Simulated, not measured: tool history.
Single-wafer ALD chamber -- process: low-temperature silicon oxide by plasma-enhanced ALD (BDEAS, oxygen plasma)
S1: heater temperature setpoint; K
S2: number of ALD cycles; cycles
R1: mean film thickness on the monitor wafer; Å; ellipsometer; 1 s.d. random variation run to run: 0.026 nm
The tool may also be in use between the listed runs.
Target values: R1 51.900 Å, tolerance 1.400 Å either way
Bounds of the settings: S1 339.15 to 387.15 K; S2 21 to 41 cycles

run 1 hour=0.0 | S1=363.15 S2=31 | R1=45.119
run 2 hour=4.9 | S1=368.15 S2=31 | R1=44.187
run 3 hour=6.3 | S1=377.15 S2=31 | R1=42.901
run 4 hour=7.3 | S1=370.15 S2=31 | R1=44.290
-- hour=11.7 thermocouple changed; heater temperature recalibrated
run 5 hour=11.7 | S1=370.15 S2=35 | R1=49.235
run 6 hour=12.5 | S1=370.15 S2=33 | R1=46.670
run 7 hour=16.9 | S1=367.15 S2=34 | R1=48.013
run 8 hour=23.7 | S1=366.15 S2=35 | R1=49.946

5 candidate next runs follow, results not yet known. Just one meets every target within its allowed miss. Identify it.
run A hour=30.5 | S1=373.15 S2=35 | R1=?
run B hour=30.5 | S1=366.15 S2=34 | R1=?
run C hour=30.5 | S1=362.15 S2=32 | R1=?
run D hour=30.5 | S1=357.15 S2=35 | R1=?
run E hour=30.5 | S1=363.15 S2=34 | R1=?

move=A R1=48.832
move=B R1=48.658
move=C R1=46.482
move=D R1=51.778
move=E R1=49.205
A: lands further from the targets than the last run did
B: lands further from the targets than the last run did
C: lands further from the targets than the last run did
D: every result within its allowed miss
E: lands further from the targets than the last run did
Go with D: it meets all targets.

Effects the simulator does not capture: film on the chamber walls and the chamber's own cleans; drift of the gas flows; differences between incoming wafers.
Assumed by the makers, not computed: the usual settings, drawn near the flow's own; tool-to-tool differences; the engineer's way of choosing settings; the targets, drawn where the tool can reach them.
